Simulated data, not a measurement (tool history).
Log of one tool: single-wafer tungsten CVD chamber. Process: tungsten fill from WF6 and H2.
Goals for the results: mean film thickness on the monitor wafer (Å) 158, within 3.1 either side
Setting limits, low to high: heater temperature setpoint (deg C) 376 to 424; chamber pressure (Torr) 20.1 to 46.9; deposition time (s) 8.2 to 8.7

run	day	heater temperature setpoint (deg C)	chamber pressure (Torr)	deposition time (s)	mean film thickness on the monitor wafer (Å)
1	0	400	33.5	8.7	290.91
2	0.058	400	37.3	8.7	308.95
3	0.258	395	34.1	8.6	263.68
4	0.604	391	32.2	8.6	236.64
5	0.825	388	30.7	8.6	215.02
6	1.029	385	29.9	8.6	200.39
7	1.25	383	29.2	8.6	187.86
8	1.592	381	28.9	8.6	180.7
9	1.821	380	28.5	8.6	175.65
10	2.075	380	28.5	8.6	174.87
11	2.125	379	28.3	8.6	169.8
12	2.208	378	28.2	8.6	165.71
13	2.396	378	28.1	8.6	164.95
14	2.454	377	28.1	8.6	162.13
15	2.583	377	28	8.6	162.88
16	2.608	377	27.9	8.6	161.59

Next run, 4 choices. One meets every target within its allowed miss, the rest don't. Which?
A	2.633	378	28.9	8.5	?
B	2.633	376	27.9	8.2	?
C	2.633	381	25.4	8.6	?
D	2.633	376	29.7	8.3	?

move	mean film thickness on the monitor wafer (Å)
A	167.01
B	150.96
C	165.15
D	159.08
A: misses by more than the last run did
B: pushes the last run's worst result past its target
C: misses by more than the last run did
D: all results in spec
Move D is the one to make.

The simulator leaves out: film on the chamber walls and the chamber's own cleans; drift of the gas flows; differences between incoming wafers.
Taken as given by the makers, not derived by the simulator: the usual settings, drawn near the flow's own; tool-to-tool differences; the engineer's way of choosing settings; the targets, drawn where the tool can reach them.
